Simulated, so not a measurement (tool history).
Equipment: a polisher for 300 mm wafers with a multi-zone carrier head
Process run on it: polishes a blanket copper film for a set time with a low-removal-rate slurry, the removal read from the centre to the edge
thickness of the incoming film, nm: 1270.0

run,hour,flow of slurry (ml/min),pressure of the head's centre zone,pressure of the head's middle zone,pressure of the head's edge zone,abrasive content of the slurry,polishing time (s),film removed at the wafer's centre (nm),film removed at mid-radius (nm),film removed at the wafer's edge (nm)
1,0,245,1,1,1,1,77,296.14,305.52,300.95
2,5.1,245,1.01,0.99,1.02,1.05,78,306.14,303.9,306.36
3,9.8,245,1.01,0.96,1.02,1.05,78,310,296.13,308.14
4,12.4,245,1.01,0.96,1.04,1.1,79,316.86,307.59,316.44
5,13.8,245,1.07,0.96,1.04,1.1,79,334.7,304.08,322.17
6,19.2,245,1.07,0.96,1,1.1,79,336.38,307.45,313.76
7,25.7,275,1.09,1.01,1.1,1.35,82,379.87,345.64,358.52
8,26.9,275,1.08,1.01,1.11,1.35,82,377.29,349.59,364.84
9,34.8,275,1.08,1.01,1.12,1.35,82,376.88,350.26,360.76
10,38.4,275,1.07,1,1.13,1.35,82,374.75,348.09,363.2

What will run 11 give?
11,45.7,275,1.06,0.99,1.14,1.35,82,?,?,?

film removed at the wafer's centre (nm): 360.7
film removed at mid-radius (nm): 347.38
film removed at the wafer's edge (nm): 370.52
